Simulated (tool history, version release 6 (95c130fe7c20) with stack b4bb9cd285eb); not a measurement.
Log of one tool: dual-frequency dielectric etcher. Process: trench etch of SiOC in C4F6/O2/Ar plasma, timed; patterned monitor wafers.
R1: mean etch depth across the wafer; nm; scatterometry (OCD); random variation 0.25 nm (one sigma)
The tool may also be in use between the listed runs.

Run 1, hour 0.0: source power (kW) 0.410, bias power (kW) 0.251, etch time (s) 28.0. Result: R1 65.915 nm.
Run 2, hour 6.3: source power (kW) 0.410, bias power (kW) 0.251, etch time (s) 29.5. Result: R1 69.028 nm.
Run 3, hour 11.9: source power (kW) 0.420, bias power (kW) 0.252, etch time (s) 29.5. Result: R1 70.311 nm.
Run 4, hour 13.7: source power (kW) 0.420, bias power (kW) 0.270, etch time (s) 29.5. Result: R1 71.720 nm.
Run 5, hour 15.3: source power (kW) 0.430, bias power (kW) 0.271, etch time (s) 29.5. Result: R1 72.534 nm.
Run 6, hour 20.7: source power (kW) 0.430, bias power (kW) 0.271, etch time (s) 28.0. Result: R1 68.594 nm.
Run 7, hour 27.0: source power (kW) 0.440, bias power (kW) 0.272, etch time (s) 28.0. Result: R1 69.969 nm.
Run 8, hour 29.3: source power (kW) 0.450, bias power (kW) 0.273, etch time (s) 28.0. Result: R1 70.603 nm.
Run 9, hour 29.9: source power (kW) 0.460, bias power (kW) 0.273, etch time (s) 28.0. Result: R1 71.401 nm.

Run 10 comes next. What will it give?
Run 10, hour 35.9: source power (kW) 0.470, bias power (kW) 0.273, etch time (s) 28.0. Result: R1 ?.

{"run 10": {"R1": 72.169}}
